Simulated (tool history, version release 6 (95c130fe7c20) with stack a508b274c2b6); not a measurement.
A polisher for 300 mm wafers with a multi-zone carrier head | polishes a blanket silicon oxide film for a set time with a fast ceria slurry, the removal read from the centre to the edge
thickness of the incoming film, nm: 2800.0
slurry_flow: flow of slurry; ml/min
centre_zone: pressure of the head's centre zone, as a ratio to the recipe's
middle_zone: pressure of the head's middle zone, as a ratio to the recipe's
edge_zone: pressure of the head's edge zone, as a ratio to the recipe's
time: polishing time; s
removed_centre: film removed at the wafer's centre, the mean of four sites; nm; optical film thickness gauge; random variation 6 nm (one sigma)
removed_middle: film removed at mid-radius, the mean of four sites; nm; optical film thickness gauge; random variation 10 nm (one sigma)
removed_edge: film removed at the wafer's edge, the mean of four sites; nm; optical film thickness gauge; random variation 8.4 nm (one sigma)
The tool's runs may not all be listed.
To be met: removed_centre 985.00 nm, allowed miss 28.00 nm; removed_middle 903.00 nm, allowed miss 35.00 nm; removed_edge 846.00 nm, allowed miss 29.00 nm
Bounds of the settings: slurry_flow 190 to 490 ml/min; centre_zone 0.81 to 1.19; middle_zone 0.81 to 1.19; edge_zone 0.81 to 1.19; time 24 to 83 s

run 1 hour=0.0 | slurry_flow=315 centre_zone=1.00 middle_zone=1.00 edge_zone=1.00 time=53 | removed_centre=803.59 removed_middle=777.85 removed_edge=778.66
run 2 hour=6.5 | slurry_flow=325 centre_zone=1.03 middle_zone=1.02 edge_zone=1.01 time=54 | removed_centre=835.80 removed_middle=819.04 removed_edge=792.13
run 3 hour=9.6 | slurry_flow=330 centre_zone=1.06 middle_zone=1.02 edge_zone=1.02 time=55 | removed_centre=892.55 removed_middle=817.22 removed_edge=805.92
run 4 hour=12.3 | slurry_flow=335 centre_zone=1.07 middle_zone=1.04 edge_zone=1.03 time=56 | removed_centre=907.50 removed_middle=865.77 removed_edge=843.38
run 5 hour=18.3 | slurry_flow=340 centre_zone=1.09 middle_zone=1.05 edge_zone=1.02 time=56 | removed_centre=935.38 removed_middle=880.88 removed_edge=834.32
run 6 hour=24.9 | slurry_flow=340 centre_zone=1.09 middle_zone=1.05 edge_zone=1.02 time=67 | removed_centre=1105.00 removed_middle=1040.50 removed_edge=1006.70
run 7 hour=28.7 | slurry_flow=335 centre_zone=1.08 middle_zone=1.03 edge_zone=0.98 time=66 | removed_centre=1084.00 removed_middle=1021.20 removed_edge=955.46
run 8 hour=36.1 | slurry_flow=330 centre_zone=1.07 middle_zone=1.01 edge_zone=0.96 time=65 | removed_centre=1048.60 removed_middle=976.70 removed_edge=928.08
run 9 hour=44.6 | slurry_flow=325 centre_zone=1.06 middle_zone=1.00 edge_zone=0.94 time=65 | removed_centre=1044.90 removed_middle=972.57 removed_edge=937.06
run 10 hour=50.1 | slurry_flow=325 centre_zone=1.06 middle_zone=1.00 edge_zone=0.92 time=64 | removed_centre=1018.70 removed_middle=951.40 removed_edge=911.00
run 11 hour=51.9 | slurry_flow=325 centre_zone=1.06 middle_zone=1.00 edge_zone=0.90 time=63 | removed_centre=1006.80 removed_middle=940.57 removed_edge=884.35
run 12 hour=52.8 | slurry_flow=320 centre_zone=1.06 middle_zone=0.99 edge_zone=0.89 time=63 | removed_centre=1006.20 removed_middle=936.09 removed_edge=878.02
run 13 hour=55.0 | slurry_flow=320 centre_zone=1.06 middle_zone=0.98 edge_zone=0.88 time=63 | removed_centre=1008.20 removed_middle=913.33 removed_edge=877.09
run 14 hour=62.7 | slurry_flow=320 centre_zone=1.06 middle_zone=0.98 edge_zone=0.87 time=63 | removed_centre=1001.80 removed_middle=897.27 removed_edge=874.55
run 15 hour=67.6 | slurry_flow=315 centre_zone=1.06 middle_zone=1.01 edge_zone=0.81 time=63 | removed_centre=1011.40 removed_middle=943.69 removed_edge=861.65

Which of these 4 next moves meets every target?
run A hour=72.5 | slurry_flow=295 centre_zone=1.14 middle_zone=1.03 edge_zone=0.81 time=62 | removed_centre=? removed_middle=? removed_edge=?
run B hour=72.5 | slurry_flow=460 centre_zone=1.17 middle_zone=0.97 edge_zone=0.81 time=60 | removed_centre=? removed_middle=? removed_edge=?
run C hour=72.5 | slurry_flow=305 centre_zone=1.06 middle_zone=0.98 edge_zone=0.83 time=62 | removed_centre=? removed_middle=? removed_edge=?
run D hour=72.5 | slurry_flow=340 centre_zone=1.03 middle_zone=1.11 edge_zone=0.81 time=63 | removed_centre=? removed_middle=? removed_edge=?

move=A removed_centre=1061.70 removed_middle=918.38 removed_edge=835.83
move=B removed_centre=1096.40 removed_middle=875.24 removed_edge=831.94
move=C removed_centre=989.86 removed_middle=883.78 removed_edge=845.33
move=D removed_centre=988.77 removed_middle=1008.40 removed_edge=856.93
A: brings the result that was furthest off to its target, and leaves another outside
B: brings the result that was furthest off to its target, and leaves another outside
C: meets every target
D: further off than the last run
The right move is C.
